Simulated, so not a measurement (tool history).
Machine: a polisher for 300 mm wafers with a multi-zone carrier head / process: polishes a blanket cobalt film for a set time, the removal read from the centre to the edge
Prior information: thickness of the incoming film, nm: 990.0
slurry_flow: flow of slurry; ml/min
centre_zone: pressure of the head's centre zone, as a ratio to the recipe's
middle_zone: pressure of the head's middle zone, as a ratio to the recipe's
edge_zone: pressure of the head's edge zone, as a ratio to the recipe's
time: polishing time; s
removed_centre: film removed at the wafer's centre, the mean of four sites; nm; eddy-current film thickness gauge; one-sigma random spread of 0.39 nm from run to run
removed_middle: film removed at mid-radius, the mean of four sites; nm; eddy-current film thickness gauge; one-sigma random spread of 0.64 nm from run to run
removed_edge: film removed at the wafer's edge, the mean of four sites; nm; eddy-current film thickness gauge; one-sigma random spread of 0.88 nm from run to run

run,hour,slurry_flow,centre_zone,middle_zone,edge_zone,time,removed_centre,removed_middle,removed_edge
1,0.0,155,1.00,1.00,1.00,39,113.270,111.110,117.780
2,4.3,150,0.99,1.03,0.96,34,97.010,99.049,98.949
3,5.6,150,0.99,1.03,1.00,34,96.442,98.363,98.833
4,9.3,150,0.99,1.03,1.00,28,80.744,82.174,82.291
5,12.9,150,0.92,1.03,1.00,28,74.127,80.686,85.548
6,17.7,150,0.92,1.03,1.00,34,91.545,99.299,100.750
7,22.6,140,0.94,1.06,0.97,31,82.927,90.578,89.698
8,23.9,135,0.95,1.08,0.95,29,77.247,84.725,82.589
9,27.8,130,0.96,1.11,0.93,27,71.793,81.634,74.470

Estimate the outcome of run 10 from the log above:
10,32.8,130,0.96,1.11,0.93,27,?,?,?

{"run 10": {"removed_centre": 72.363, "removed_middle": 80.369, "removed_edge": 75.864}}
